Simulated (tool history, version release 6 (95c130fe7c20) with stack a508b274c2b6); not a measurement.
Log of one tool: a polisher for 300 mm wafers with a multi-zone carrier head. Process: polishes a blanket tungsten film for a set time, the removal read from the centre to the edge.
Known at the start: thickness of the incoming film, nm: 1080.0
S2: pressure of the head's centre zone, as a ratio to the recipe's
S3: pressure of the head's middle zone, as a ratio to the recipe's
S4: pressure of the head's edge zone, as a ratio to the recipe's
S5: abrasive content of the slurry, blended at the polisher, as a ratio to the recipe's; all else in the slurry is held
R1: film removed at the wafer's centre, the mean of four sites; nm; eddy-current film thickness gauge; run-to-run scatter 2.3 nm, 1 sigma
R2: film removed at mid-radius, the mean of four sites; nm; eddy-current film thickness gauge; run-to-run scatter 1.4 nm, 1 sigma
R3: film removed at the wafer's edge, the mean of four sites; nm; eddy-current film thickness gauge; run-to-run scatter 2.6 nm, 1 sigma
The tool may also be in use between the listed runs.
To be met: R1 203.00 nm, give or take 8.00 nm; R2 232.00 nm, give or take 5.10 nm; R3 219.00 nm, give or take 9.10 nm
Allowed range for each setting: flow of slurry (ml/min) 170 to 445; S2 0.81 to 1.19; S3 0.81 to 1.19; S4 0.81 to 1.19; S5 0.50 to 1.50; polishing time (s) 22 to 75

Run 1, hour 0.0: flow of slurry (ml/min) 285, S2 1.00, S3 1.00, S4 1.00, S5 1.00, polishing time (s) 48. Result: R1 303.50 nm, R2 307.57 nm, R3 303.34 nm.
Run 2, hour 7.7: flow of slurry (ml/min) 280, S2 0.98, S3 0.99, S4 0.98, S5 0.90, polishing time (s) 47. Result: R1 288.68 nm, R2 288.94 nm, R3 286.76 nm.
Run 3, hour 11.1: flow of slurry (ml/min) 280, S2 1.01, S3 0.99, S4 0.98, S5 0.90, polishing time (s) 47. Result: R1 292.19 nm, R2 287.50 nm, R3 288.63 nm.
Run 4, hour 15.1: flow of slurry (ml/min) 280, S2 1.01, S3 0.99, S4 0.98, S5 1.00, polishing time (s) 47. Result: R1 303.86 nm, R2 295.88 nm, R3 291.88 nm.
Run 5, hour 20.8: flow of slurry (ml/min) 280, S2 1.01, S3 0.99, S4 1.03, S5 1.00, polishing time (s) 47. Result: R1 297.28 nm, R2 294.15 nm, R3 289.82 nm.
Run 6, hour 28.2: flow of slurry (ml/min) 280, S2 1.01, S3 0.99, S4 1.03, S5 1.00, polishing time (s) 41. Result: R1 265.63 nm, R2 258.43 nm, R3 260.71 nm.
Run 7, hour 36.0: flow of slurry (ml/min) 240, S2 0.91, S3 0.96, S4 0.93, S5 0.75, polishing time (s) 41. Result: R1 216.11 nm, R2 229.52 nm, R3 229.24 nm.
Run 8, hour 40.0: flow of slurry (ml/min) 235, S2 0.90, S3 0.97, S4 0.92, S5 0.75, polishing time (s) 41. Result: R1 210.46 nm, R2 232.74 nm, R3 231.40 nm.
Run 9, hour 44.9: flow of slurry (ml/min) 235, S2 0.90, S3 0.97, S4 0.91, S5 0.75, polishing time (s) 41. Result: R1 213.01 nm, R2 231.27 nm, R3 228.29 nm.
Run 10, hour 53.6: flow of slurry (ml/min) 235, S2 0.90, S3 0.97, S4 0.90, S5 0.75, polishing time (s) 41. Result: R1 212.97 nm, R2 235.24 nm, R3 233.34 nm.
Run 11, hour 58.3: flow of slurry (ml/min) 220, S2 0.90, S3 1.00, S4 0.83, S5 0.55, polishing time (s) 40. Result: R1 189.42 nm, R2 212.58 nm, R3 204.34 nm.
Run 12, hour 60.6: flow of slurry (ml/min) 235, S2 0.90, S3 1.01, S4 0.84, S5 0.55, polishing time (s) 40. Result: R1 195.76 nm, R2 218.76 nm, R3 204.93 nm.
Run 13, hour 64.8: flow of slurry (ml/min) 240, S2 0.90, S3 1.01, S4 0.85, S5 0.55, polishing time (s) 40. Result: R1 194.34 nm, R2 217.57 nm, R3 209.10 nm.
Run 14, hour 70.5: flow of slurry (ml/min) 250, S2 0.90, S3 1.02, S4 0.85, S5 0.55, polishing time (s) 40. Result: R1 200.65 nm, R2 222.47 nm, R3 208.75 nm.
Run 15, hour 75.2: flow of slurry (ml/min) 255, S2 0.89, S3 1.02, S4 0.86, S5 0.55, polishing time (s) 40. Result: R1 191.33 nm, R2 224.85 nm, R3 209.96 nm.
Run 16, hour 83.0: flow of slurry (ml/min) 260, S2 0.89, S3 1.02, S4 0.87, S5 0.55, polishing time (s) 40. Result: R1 196.43 nm, R2 222.89 nm, R3 211.17 nm.

Next run, 5 choices. One meets every target within its allowed miss, the rest don't. Which?
Run A, hour 90.8: flow of slurry (ml/min) 230, S2 0.89, S3 0.94, S4 0.90, S5 0.50, polishing time (s) 41. Result: R1 ?, R2 ?, R3 ?.
Run B, hour 90.8: flow of slurry (ml/min) 215, S2 0.91, S3 1.04, S4 0.95, S5 0.50, polishing time (s) 43. Result: R1 ?, R2 ?, R3 ?.
Run C, hour 90.8: flow of slurry (ml/min) 345, S2 0.87, S3 0.94, S4 0.91, S5 0.50, polishing time (s) 41. Result: R1 ?, R2 ?, R3 ?.
Run D, hour 90.8: flow of slurry (ml/min) 195, S2 0.91, S3 0.98, S4 0.97, S5 0.50, polishing time (s) 43. Result: R1 ?, R2 ?, R3 ?.
Run E, hour 90.8: flow of slurry (ml/min) 205, S2 0.92, S3 0.95, S4 0.90, S5 0.60, polishing time (s) 42. Result: R1 ?, R2 ?, R3 ?.

move      R1      R2      R3
   A  194.11  206.59  208.59
   B  205.97  233.48  219.87
   C  199.84  216.58  216.83
   D  202.12  218.39  218.58
   E  209.76  218.22  219.40
A: its largest miss is bigger than the last run's
B: each result inside its tolerance
C: its largest miss is bigger than the last run's
D: its largest miss is bigger than the last run's
E: its largest miss is bigger than the last run's
Correct choice: B, which meets every target
